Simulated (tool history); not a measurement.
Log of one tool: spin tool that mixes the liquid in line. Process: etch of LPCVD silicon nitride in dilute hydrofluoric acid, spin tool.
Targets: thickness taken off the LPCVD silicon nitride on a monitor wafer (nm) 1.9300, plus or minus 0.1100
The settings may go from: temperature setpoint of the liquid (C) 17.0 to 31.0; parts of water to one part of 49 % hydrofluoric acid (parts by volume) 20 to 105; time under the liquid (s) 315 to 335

run,day,temperature setpoint of the liquid (C),parts of water to one part of 49 % hydrofluoric acid (parts by volume),time under the liquid (s),thickness taken off the LPCVD silicon nitride on a monitor wafer (nm)
1,0.000,23.0,55,315,2.4871
2,0.175,26.0,55,315,3.0758
3,0.200,26.0,55,335,3.1847
4,0.350,26.0,55,315,3.0053
# day 0.496: thermometer replaced
5,0.496,23.5,55,315,2.7809
6,0.658,23.0,55,315,2.6792
7,1.008,22.5,55,315,2.5936
8,1.300,22.0,55,315,2.5238
9,1.400,22.0,55,315,2.5274
10,1.583,21.5,55,315,2.4226

Pick the move, out of 5, that brings all results within their allowed miss; only one does.
A,1.767,27.5,60,315,?
B,1.767,17.0,50,315,?
C,1.767,23.5,50,335,?
D,1.767,23.0,50,335,?
E,1.767,23.0,45,335,?

move,thickness taken off the LPCVD silicon nitride on a monitor wafer (nm)
A,3.3903
B,1.9803
C,3.3056
D,3.1954
E,3.5415
A: moves away from the targets compared with the last run
B: every result lands within tolerance
C: moves away from the targets compared with the last run
D: moves away from the targets compared with the last run
E: moves away from the targets compared with the last run
So the answer is move B, the one that meets all the targets.
